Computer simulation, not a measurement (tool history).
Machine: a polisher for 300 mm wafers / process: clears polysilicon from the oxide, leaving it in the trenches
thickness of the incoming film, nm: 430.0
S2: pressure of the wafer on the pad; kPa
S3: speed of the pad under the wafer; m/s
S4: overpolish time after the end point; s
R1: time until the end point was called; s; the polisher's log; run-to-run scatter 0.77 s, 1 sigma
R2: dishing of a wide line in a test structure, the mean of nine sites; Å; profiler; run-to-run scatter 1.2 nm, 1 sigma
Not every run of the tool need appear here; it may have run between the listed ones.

run 1 hour=0.0 | flow_of_slurry_(ml/min)=185 S2=20.0 S3=0.98 S4=24 | R1=32.382 R2=555.25
run 2 hour=8.1 | flow_of_slurry_(ml/min)=180 S2=17.2 S3=0.94 S4=20 | R1=39.360 R2=574.31
run 3 hour=13.8 | flow_of_slurry_(ml/min)=200 S2=15.2 S3=0.88 S4=26 | R1=45.912 R2=561.41
run 4 hour=18.9 | flow_of_slurry_(ml/min)=225 S2=15.2 S3=0.88 S4=26 | R1=45.257 R2=572.14
run 5 hour=22.9 | flow_of_slurry_(ml/min)=195 S2=13.8 S3=0.86 S4=31 | R1=52.963 R2=567.31
run 6 hour=29.8 | flow_of_slurry_(ml/min)=240 S2=13.8 S3=0.86 S4=31 | R1=51.009 R2=545.76

What does the tool deliver on the next run?
run 7 hour=38.3 | flow_of_slurry_(ml/min)=290 S2=9.0 S3=0.72 S4=20 | R1=? R2=?

Run 7 produced R1 89.554 s, R2 509.07 Å.
